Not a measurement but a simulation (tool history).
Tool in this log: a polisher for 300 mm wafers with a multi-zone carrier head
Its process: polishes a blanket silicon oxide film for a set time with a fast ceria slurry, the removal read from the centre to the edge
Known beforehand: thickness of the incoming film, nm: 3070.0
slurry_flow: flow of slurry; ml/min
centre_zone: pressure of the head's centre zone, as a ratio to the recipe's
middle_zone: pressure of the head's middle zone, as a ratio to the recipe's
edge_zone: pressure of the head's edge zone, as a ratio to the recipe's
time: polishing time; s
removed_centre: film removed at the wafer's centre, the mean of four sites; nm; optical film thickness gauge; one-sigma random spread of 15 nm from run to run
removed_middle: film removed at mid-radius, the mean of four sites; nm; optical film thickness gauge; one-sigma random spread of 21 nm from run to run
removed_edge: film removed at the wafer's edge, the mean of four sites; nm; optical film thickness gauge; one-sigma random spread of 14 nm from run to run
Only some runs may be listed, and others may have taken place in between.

run,hour,slurry_flow,centre_zone,middle_zone,edge_zone,time,removed_centre,removed_middle,removed_edge
1,0.0,170,1.00,1.00,1.00,58,973.50,996.22,957.05
2,0.7,170,1.00,1.00,1.00,51,838.03,861.21,840.23
3,7.1,175,1.00,1.02,1.01,54,892.60,929.15,908.39
4,11.0,200,1.00,1.02,1.01,54,912.56,943.26,923.25
5,18.1,200,1.00,1.04,1.01,57,974.86,1003.50,956.63
6,20.5,200,1.00,1.07,1.01,57,947.68,1019.90,944.73
7,26.6,200,1.00,1.07,1.01,57,963.97,1015.50,957.31
8,32.6,200,0.99,1.08,1.01,60,1010.50,1113.40,1010.80

The next listed run, before its measurement:
9,35.0,230,1.04,1.17,1.11,76,?,?,?

{"run 9": {"removed_centre": 1365.9, "removed_middle": 1519.1, "removed_edge": 1344.3}}
